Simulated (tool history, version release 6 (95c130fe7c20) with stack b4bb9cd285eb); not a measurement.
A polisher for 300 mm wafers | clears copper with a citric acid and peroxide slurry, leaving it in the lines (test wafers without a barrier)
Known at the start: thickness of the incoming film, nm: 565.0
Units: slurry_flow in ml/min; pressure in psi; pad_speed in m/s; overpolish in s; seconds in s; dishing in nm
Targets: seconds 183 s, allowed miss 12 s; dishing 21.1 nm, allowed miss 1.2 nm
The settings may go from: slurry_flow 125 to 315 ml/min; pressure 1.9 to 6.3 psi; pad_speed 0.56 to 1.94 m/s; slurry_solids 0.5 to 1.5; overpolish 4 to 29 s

run	hour	slurry_flow	pressure	pad_speed	slurry_solids	overpolish	seconds	dishing
1	0	205	4.1	1.24	1	15	171.12	33.019
2	3.9	205	4	1.24	1	14	166.04	29.467
3	5.4	170	4	1.24	1	14	173.09	30.043
4	8.4	170	3.9	1.24	1	13	171.94	27.386
5	10.3	170	3.8	1.24	1	12	184.74	24.325
6	13.4	170	3.8	1.26	1	11	181.51	23.198
7	14.8	170	3.8	1.26	1	11	181.61	23.74
8	20	170	3.7	1.26	1	9	189.01	19.264

5 next moves are on the table. One of them brings every result within its allowed miss. Which?
A	25.2	165	3.8	1.58	1.05	8	?	?
B	25.2	175	4.2	1.42	1	8	?	?
C	25.2	210	3.9	1.2	0.95	10	?	?
D	25.2	180	4	1.38	1	7	?	?
E	25.2	200	4.7	1.1	1.25	7	?	?

move	seconds	dishing
A	149.77	20.942
B	148.29	21.199
C	179.64	21.737
D	158.53	17.721
E	153.67	18.304
A: brings the result that was furthest off to its target, and leaves another outside
B: brings the result that was furthest off to its target, and leaves another outside
C: meets every target
D: further off than the last run
E: further off than the last run
Move C is the one to make.

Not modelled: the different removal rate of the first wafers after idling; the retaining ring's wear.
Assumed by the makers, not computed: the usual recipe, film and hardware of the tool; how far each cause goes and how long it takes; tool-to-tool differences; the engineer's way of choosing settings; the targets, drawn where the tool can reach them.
